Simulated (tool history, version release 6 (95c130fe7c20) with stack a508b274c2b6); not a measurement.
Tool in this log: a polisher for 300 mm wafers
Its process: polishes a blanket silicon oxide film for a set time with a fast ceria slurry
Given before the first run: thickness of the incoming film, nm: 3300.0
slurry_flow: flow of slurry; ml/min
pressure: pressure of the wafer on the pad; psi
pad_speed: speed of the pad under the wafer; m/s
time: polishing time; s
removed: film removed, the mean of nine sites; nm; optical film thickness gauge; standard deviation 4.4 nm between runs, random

run  hour  slurry_flow  pressure  pad_speed  time  removed
  1     0          240         3       0.78    53   568.51
  2   4.8          240         3       0.88    53   633.32
  3   5.8          240         3       0.96    53   681.23
  4  10.5          240         3       0.96    53   689.53
  5  15.5          240       2.9       0.96    53   672.18
  6  18.1          240       2.8       0.96    53   643.48
  7  20.7          240       2.7       0.96    53   623.63

Estimate the outcome of run 8 from the log above:
  8  27.2          240       2.6       0.96    53        ?

{"run 8": {"removed": 610.97}}
